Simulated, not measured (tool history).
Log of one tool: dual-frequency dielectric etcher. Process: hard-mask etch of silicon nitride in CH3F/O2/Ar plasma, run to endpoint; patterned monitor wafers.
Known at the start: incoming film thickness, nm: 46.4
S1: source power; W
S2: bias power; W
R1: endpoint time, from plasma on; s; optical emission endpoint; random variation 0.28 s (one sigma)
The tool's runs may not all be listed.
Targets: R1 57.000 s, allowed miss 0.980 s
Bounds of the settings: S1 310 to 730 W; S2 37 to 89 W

{"run": 1, "day": 0.0, "S1": 520, "S2": 63, "R1": 61.642}
{"run": 2, "day": 0.05, "S1": 480, "S2": 63, "R1": 62.701}
{"run": 3, "day": 0.108, "S1": 480, "S2": 56, "R1": 64.551}
{"run": 4, "day": 0.179, "S1": 410, "S2": 56, "R1": 66.93}
{"run": 5, "day": 0.225, "S1": 450, "S2": 58, "R1": 64.924}
{"run": 6, "day": 0.433, "S1": 450, "S2": 63, "R1": 64.077}
{"run": 7, "day": 0.8, "S1": 480, "S2": 64, "R1": 62.007}
{"run": 8, "day": 1.029, "S1": 500, "S2": 65, "R1": 61.081}
{"run": 9, "day": 1.225, "S1": 520, "S2": 65, "R1": 60.44}
{"run": 10, "day": 1.479, "S1": 530, "S2": 65, "R1": 60.446}
{"run": 11, "day": 1.567, "S1": 550, "S2": 66, "R1": 59.543}

Which of these 4 next moves meets every target?
{"run": "A", "day": 1.654, "S1": 610, "S2": 70, "R1": "?"}
{"run": "B", "day": 1.654, "S1": 660, "S2": 75, "R1": "?"}
{"run": "C", "day": 1.654, "S1": 630, "S2": 77, "R1": "?"}
{"run": "D", "day": 1.654, "S1": 620, "S2": 84, "R1": "?"}

move=A R1=57.110
move=B R1=54.894
move=C R1=55.351
move=D R1=54.497
A: meets every target
B: takes the result that was furthest off past its target
C: takes the result that was furthest off past its target
D: takes the result that was furthest off past its target
Answer: A

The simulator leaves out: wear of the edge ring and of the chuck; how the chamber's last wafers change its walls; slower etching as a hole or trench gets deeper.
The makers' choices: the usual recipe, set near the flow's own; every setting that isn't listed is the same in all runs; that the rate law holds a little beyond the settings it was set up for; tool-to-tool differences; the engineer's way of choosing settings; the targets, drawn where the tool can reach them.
